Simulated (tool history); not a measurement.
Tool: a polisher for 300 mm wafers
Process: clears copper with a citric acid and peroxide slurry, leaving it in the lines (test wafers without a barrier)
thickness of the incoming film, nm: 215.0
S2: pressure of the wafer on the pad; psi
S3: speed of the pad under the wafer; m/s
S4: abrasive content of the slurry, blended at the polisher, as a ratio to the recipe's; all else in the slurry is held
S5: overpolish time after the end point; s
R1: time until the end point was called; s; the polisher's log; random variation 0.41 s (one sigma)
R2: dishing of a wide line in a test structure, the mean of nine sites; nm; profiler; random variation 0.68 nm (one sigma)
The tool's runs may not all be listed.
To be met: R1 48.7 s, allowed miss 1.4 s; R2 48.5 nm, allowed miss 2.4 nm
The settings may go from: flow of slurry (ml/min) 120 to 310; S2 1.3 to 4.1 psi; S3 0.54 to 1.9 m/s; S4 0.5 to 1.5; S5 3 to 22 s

Run 1, hour 0: flow of slurry (ml/min) 200, S2 2.7 psi, S3 1.22 m/s, S4 1, S5 11 s. Result: R1 66.584 s, R2 22.649 nm.
Run 2, hour 7.5: flow of slurry (ml/min) 200, S2 2.2 psi, S3 1.22 m/s, S4 1, S5 11 s. Result: R1 76.711 s, R2 19.966 nm.
Run 3, hour 11.7: flow of slurry (ml/min) 220, S2 2.2 psi, S3 1.22 m/s, S4 1, S5 11 s. Result: R1 76.59 s, R2 19.967 nm.
Run 4, hour 19.2: flow of slurry (ml/min) 220, S2 2.2 psi, S3 1.22 m/s, S4 1, S5 8 s. Result: R1 78.012 s, R2 15.181 nm.
Run 5, hour 23.7: flow of slurry (ml/min) 220, S2 2.2 psi, S3 1.22 m/s, S4 1.1, S5 8 s. Result: R1 75.161 s, R2 15.607 nm.
Run 6, hour 25.4: flow of slurry (ml/min) 255, S2 2.2 psi, S3 1.22 m/s, S4 1.1, S5 8 s. Result: R1 74.339 s, R2 15.596 nm.
Run 7, hour 28.9: flow of slurry (ml/min) 250, S2 2.6 psi, S3 1.22 m/s, S4 1.05, S5 11 s. Result: R1 66.365 s, R2 22.673 nm.
Run 8, hour 33.4: flow of slurry (ml/min) 220, S2 3.3 psi, S3 1.22 m/s, S4 1.05, S5 17 s. Result: R1 56.202 s, R2 39.837 nm.
Run 9, hour 34.7: flow of slurry (ml/min) 220, S2 3.5 psi, S3 1.22 m/s, S4 1.05, S5 17 s. Result: R1 53.667 s, R2 40.077 nm.

Which of these 5 next moves meets every target?
Run A, hour 36: flow of slurry (ml/min) 220, S2 3 psi, S3 1.3 m/s, S4 0.8, S5 22 s. Result: R1 ?, R2 ?.
Run B, hour 36: flow of slurry (ml/min) 195, S2 3.7 psi, S3 1.12 m/s, S4 1, S5 12 s. Result: R1 ?, R2 ?.
Run C, hour 36: flow of slurry (ml/min) 260, S2 2.9 psi, S3 1.54 m/s, S4 1.05, S5 19 s. Result: R1 ?, R2 ?.
Run D, hour 36: flow of slurry (ml/min) 220, S2 3.6 psi, S3 1.02 m/s, S4 1, S5 15 s. Result: R1 ?, R2 ?.
Run E, hour 36: flow of slurry (ml/min) 210, S2 3.5 psi, S3 1.1 m/s, S4 1.05, S5 13 s. Result: R1 ?, R2 ?.

move      R1      R2
   A  59.146  46.226
   B  56.224  29.055
   C  47.693  48.701
   D   62.02  32.434
   E  58.622  30.003
A: further off than the last run
B: further off than the last run
C: meets every target
D: further off than the last run
E: further off than the last run
Answer: C
